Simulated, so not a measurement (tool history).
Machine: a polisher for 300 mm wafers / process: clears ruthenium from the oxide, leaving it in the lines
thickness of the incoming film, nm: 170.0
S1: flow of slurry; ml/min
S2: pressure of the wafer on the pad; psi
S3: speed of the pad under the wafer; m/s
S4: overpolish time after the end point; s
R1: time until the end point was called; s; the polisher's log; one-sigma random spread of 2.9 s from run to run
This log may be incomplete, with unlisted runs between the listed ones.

Run 1, hour 0.0: S1 150 ml/min, S2 2.8 psi, S3 0.98 m/s, S4 7 s. Result: R1 123.23 s.
Run 2, hour 8.9: S1 150 ml/min, S2 2.6 psi, S3 0.98 m/s, S4 7 s. Result: R1 136.30 s.
Run 3, hour 17.7: S1 165 ml/min, S2 2.6 psi, S3 0.98 m/s, S4 7 s. Result: R1 131.41 s.
Run 4, hour 23.7: S1 165 ml/min, S2 2.4 psi, S3 0.98 m/s, S4 7 s. Result: R1 140.47 s.
Run 5, hour 29.3: S1 165 ml/min, S2 2.4 psi, S3 0.98 m/s, S4 7 s. Result: R1 138.00 s.
At hour 35.8: head pressure recalibrated.
Run 6, hour 35.8: S1 165 ml/min, S2 2.4 psi, S3 0.98 m/s, S4 7 s. Result: R1 150.75 s.

For run 7, what comes out?
Run 7, hour 44.0: S1 165 ml/min, S2 2.3 psi, S3 0.98 m/s, S4 7 s. Result: R1 ?.

Run 7 came out at R1 160.28 s.
